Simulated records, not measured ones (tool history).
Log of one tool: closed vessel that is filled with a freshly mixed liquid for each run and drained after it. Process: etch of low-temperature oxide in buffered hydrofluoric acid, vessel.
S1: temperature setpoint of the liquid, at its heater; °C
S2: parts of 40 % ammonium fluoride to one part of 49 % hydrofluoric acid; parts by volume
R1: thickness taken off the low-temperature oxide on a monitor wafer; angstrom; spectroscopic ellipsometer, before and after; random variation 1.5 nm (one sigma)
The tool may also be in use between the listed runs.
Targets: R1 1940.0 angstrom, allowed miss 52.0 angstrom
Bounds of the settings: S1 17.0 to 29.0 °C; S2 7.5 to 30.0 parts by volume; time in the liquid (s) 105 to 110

Run 1, day 0.000: S1 21.0 °C, S2 21.0 parts by volume, time in the liquid (s) 105. Result: R1 2273.2 angstrom.
Run 2, day 0.279: S1 21.0 °C, S2 21.0 parts by volume, time in the liquid (s) 105. Result: R1 2309.1 angstrom.
Run 3, day 0.438: S1 21.0 °C, S2 21.0 parts by volume, time in the liquid (s) 110. Result: R1 2399.2 angstrom.
Run 4, day 0.625: S1 20.5 °C, S2 21.0 parts by volume, time in the liquid (s) 110. Result: R1 2348.7 angstrom.
Run 5, day 0.683: S1 20.0 °C, S2 21.0 parts by volume, time in the liquid (s) 110. Result: R1 2278.6 angstrom.
Run 6, day 0.817: S1 22.0 °C, S2 21.0 parts by volume, time in the liquid (s) 110. Result: R1 2552.4 angstrom.
Run 7, day 1.096: S1 21.5 °C, S2 21.0 parts by volume, time in the liquid (s) 110. Result: R1 2496.9 angstrom.
Run 8, day 1.267: S1 21.0 °C, S2 21.0 parts by volume, time in the liquid (s) 110. Result: R1 2380.1 angstrom.
Run 9, day 1.550: S1 20.5 °C, S2 21.0 parts by volume, time in the liquid (s) 110. Result: R1 2343.6 angstrom.

5 next moves are on the table. One of them brings every result within its allowed miss. Which?
Run A, day 1.833: S1 20.0 °C, S2 18.0 parts by volume, time in the liquid (s) 110. Result: R1 ?.
Run B, day 1.833: S1 22.5 °C, S2 16.5 parts by volume, time in the liquid (s) 105. Result: R1 ?.
Run C, day 1.833: S1 21.0 °C, S2 18.5 parts by volume, time in the liquid (s) 110. Result: R1 ?.
Run D, day 1.833: S1 18.0 °C, S2 23.0 parts by volume, time in the liquid (s) 110. Result: R1 ?.
Run E, day 1.833: S1 22.0 °C, S2 20.0 parts by volume, time in the liquid (s) 110. Result: R1 ?.

move      R1
   A  2659.2
   B  3178.5
   C  2737.1
   D  1943.2
   E  2679.2
A: further off than the last run
B: further off than the last run
C: further off than the last run
D: meets every target
E: further off than the last run
Move D is the one to make.
